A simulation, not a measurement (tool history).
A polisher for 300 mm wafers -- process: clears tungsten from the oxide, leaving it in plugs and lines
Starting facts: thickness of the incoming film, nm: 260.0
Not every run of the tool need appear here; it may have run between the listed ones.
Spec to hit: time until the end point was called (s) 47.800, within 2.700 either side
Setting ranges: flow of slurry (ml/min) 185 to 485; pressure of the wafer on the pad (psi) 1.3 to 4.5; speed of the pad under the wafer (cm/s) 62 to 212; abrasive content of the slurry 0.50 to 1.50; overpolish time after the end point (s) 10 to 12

run	day	flow of slurry (ml/min)	pressure of the wafer on the pad (psi)	speed of the pad under the wafer (cm/s)	abrasive content of the slurry	overpolish time after the end point (s)	time until the end point was called (s)
1	0.000	310	2.9	136	1.00	12	59.563
2	0.208	310	3.0	136	1.00	12	57.555
3	0.508	310	3.3	138	1.00	12	52.368
4	0.879	310	3.3	114	1.00	12	63.741
5	1.200	310	3.3	100	1.00	12	71.604
6	1.271	355	3.3	100	1.00	12	71.002
7	1.425	355	3.4	100	1.00	12	67.878
8	1.729	355	3.5	100	1.00	12	66.802
9	2.008	355	3.6	100	1.00	12	64.765
10	2.067	355	3.7	100	1.00	12	62.634

Exercise: of the 4 proposed moves below, exactly one satisfies all targets within the stated allowed misses. Which move is it?
A	2.125	300	3.5	88	0.95	12	?
B	2.125	375	3.3	102	1.05	12	?
C	2.125	355	4.5	134	0.90	12	?
D	2.125	330	4.3	116	1.05	11	?

move	time until the end point was called (s)
A	75.898
B	66.838
C	39.549
D	46.068
A: the biggest miss grows against the last run
B: the biggest miss grows against the last run
C: takes the result that was furthest off past its target
D: all results in spec
D is the move that brings every result within its allowed miss.
